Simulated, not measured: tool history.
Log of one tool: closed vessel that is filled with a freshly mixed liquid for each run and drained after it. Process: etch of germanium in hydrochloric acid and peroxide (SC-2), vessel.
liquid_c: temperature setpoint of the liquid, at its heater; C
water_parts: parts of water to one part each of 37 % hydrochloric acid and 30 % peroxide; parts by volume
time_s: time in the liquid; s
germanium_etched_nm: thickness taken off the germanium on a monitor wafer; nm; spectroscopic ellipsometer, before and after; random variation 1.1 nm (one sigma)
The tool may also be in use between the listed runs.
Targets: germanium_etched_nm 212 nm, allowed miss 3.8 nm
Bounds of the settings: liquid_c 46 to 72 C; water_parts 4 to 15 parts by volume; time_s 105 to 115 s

run  hour  liquid_c  water_parts  time_s  germanium_etched_nm
  1     0        62          8.5     105               278.54
  2   2.6        62          8.5     115               304.47
  3   5.5        60          8.5     115               286.14
  4  11.2      58.5          8.5     115               273.65
  5  16.2      57.5          8.5     115               267.37
  6  20.5      57.5          8.5     115               265.55
  7  26.8      56.5          8.5     115               259.42
  8  27.6      55.5          8.5     115               249.82
  9    35      54.5          8.5     115               245.41
 10  41.1      54.5          8.5     115               243.53
 11  44.2        49          8.5     115               204.36
 12    48      49.5          8.5     115               207.63

Which of these 4 next moves meets every target?
  A  51.8        52          9.5     110                    ?
  B  51.8        49          8.5     110                    ?
  C  51.8        49          8.5     115                    ?
  D  51.8        54          8.5     105                    ?

move  germanium_etched_nm
   A               215.33
   B               197.71
   C                206.7
   D               220.75
A: meets every target
B: further off than the last run
C: further off than the last run
D: takes the result that was furthest off past its target
Answer: A

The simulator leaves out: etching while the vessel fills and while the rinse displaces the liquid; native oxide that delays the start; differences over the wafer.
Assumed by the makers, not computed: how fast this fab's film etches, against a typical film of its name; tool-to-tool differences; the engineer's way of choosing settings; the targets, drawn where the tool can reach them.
